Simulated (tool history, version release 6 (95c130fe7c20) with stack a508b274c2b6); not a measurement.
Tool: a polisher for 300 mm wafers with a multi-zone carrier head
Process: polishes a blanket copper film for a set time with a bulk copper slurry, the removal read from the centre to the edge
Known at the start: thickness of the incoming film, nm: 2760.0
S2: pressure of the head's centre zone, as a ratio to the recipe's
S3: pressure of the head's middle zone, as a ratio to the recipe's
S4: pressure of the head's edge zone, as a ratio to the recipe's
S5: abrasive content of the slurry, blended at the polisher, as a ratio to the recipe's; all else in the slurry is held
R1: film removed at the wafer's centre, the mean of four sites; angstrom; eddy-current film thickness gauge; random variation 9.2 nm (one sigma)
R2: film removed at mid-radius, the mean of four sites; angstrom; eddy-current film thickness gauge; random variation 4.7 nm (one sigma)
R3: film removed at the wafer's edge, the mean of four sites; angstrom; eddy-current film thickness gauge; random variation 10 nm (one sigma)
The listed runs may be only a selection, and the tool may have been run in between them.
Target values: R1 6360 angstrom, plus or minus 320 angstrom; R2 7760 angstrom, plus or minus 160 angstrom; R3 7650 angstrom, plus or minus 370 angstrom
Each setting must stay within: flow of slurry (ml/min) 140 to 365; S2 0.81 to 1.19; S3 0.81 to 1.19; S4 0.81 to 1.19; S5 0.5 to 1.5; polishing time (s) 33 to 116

run 1 hour=0 | flow_of_slurry_(ml/min)=235 S2=1 S3=1 S4=1 S5=1 polishing_time_(s)=74 | R1=6131.8 R2=5900.7 R3=5945.9
run 2 hour=2.3 | flow_of_slurry_(ml/min)=245 S2=0.97 S3=1.04 S4=1.05 S5=1.15 polishing_time_(s)=75 | R1=6211.6 R2=6338.2 R3=6550.8
run 3 hour=3.2 | flow_of_slurry_(ml/min)=245 S2=0.97 S3=1.04 S4=1.05 S5=1.25 polishing_time_(s)=75 | R1=6351.9 R2=6526.7 R3=6725.3
run 4 hour=10.3 | flow_of_slurry_(ml/min)=260 S2=0.96 S3=1.08 S4=1.07 S5=1.3 polishing_time_(s)=75 | R1=6545.2 R2=6759.6 R3=6719.5
run 5 hour=17.2 | flow_of_slurry_(ml/min)=260 S2=1.02 S3=1.08 S4=1.07 S5=1.3 polishing_time_(s)=75 | R1=6786.5 R2=6701.2 R3=6669.6
run 6 hour=18.9 | flow_of_slurry_(ml/min)=260 S2=0.97 S3=1.11 S4=1.1 S5=1.35 polishing_time_(s)=75 | R1=6595 R2=6924.9 R3=7054.4
run 7 hour=25.6 | flow_of_slurry_(ml/min)=265 S2=0.94 S3=1.13 S4=1.1 S5=1.4 polishing_time_(s)=75 | R1=6504.4 R2=7110.4 R3=6881.1
run 8 hour=31.5 | flow_of_slurry_(ml/min)=260 S2=0.91 S3=1.14 S4=1.12 S5=1.45 polishing_time_(s)=76 | R1=6415 R2=7203.7 R3=7103.5
run 9 hour=34.4 | flow_of_slurry_(ml/min)=270 S2=0.89 S3=1.15 S4=1.14 S5=1.45 polishing_time_(s)=77 | R1=6319 R2=7440.2 R3=7237.6
run 10 hour=38 | flow_of_slurry_(ml/min)=275 S2=0.88 S3=1.15 S4=1.15 S5=1.45 polishing_time_(s)=78 | R1=6272.8 R2=7540.9 R3=7686.4
run 11 hour=41.1 | flow_of_slurry_(ml/min)=280 S2=0.88 S3=1.16 S4=1.15 S5=1.45 polishing_time_(s)=78 | R1=6217 R2=7521.8 R3=7411.4

Which single option among these 5 for the next run brings every result within its allowed miss of target? Just one does.
run A hour=44.2 | flow_of_slurry_(ml/min)=320 S2=0.89 S3=1.11 S4=1.15 S5=1.35 polishing_time_(s)=75 | R1=? R2=? R3=?
run B hour=44.2 | flow_of_slurry_(ml/min)=335 S2=0.82 S3=1 S4=1.19 S5=1.5 polishing_time_(s)=80 | R1=? R2=? R3=?
run C hour=44.2 | flow_of_slurry_(ml/min)=280 S2=0.88 S3=1.18 S4=1.19 S5=1.4 polishing_time_(s)=80 | R1=? R2=? R3=?
run D hour=44.2 | flow_of_slurry_(ml/min)=240 S2=0.88 S3=1.16 S4=1.19 S5=1.5 polishing_time_(s)=78 | R1=? R2=? R3=?
run E hour=44.2 | flow_of_slurry_(ml/min)=330 S2=0.88 S3=1.14 S4=1.07 S5=1.5 polishing_time_(s)=74 | R1=? R2=? R3=?

move=A R1=6114.8 R2=7161.5 R3=7229.2
move=B R1=6174.7 R2=7425.8 R3=8071.4
move=C R1=6405.4 R2=7862.6 R3=7827.3
move=D R1=6212.6 R2=7568.8 R3=7644.2
move=E R1=6128 R2=7366.1 R3=7054.7
A: moves away from the targets compared with the last run
B: moves away from the targets compared with the last run
C: all results in spec
D: nearer the targets than the last run, but a result is still out of spec
E: moves away from the targets compared with the last run
Correct choice: C, which meets every target

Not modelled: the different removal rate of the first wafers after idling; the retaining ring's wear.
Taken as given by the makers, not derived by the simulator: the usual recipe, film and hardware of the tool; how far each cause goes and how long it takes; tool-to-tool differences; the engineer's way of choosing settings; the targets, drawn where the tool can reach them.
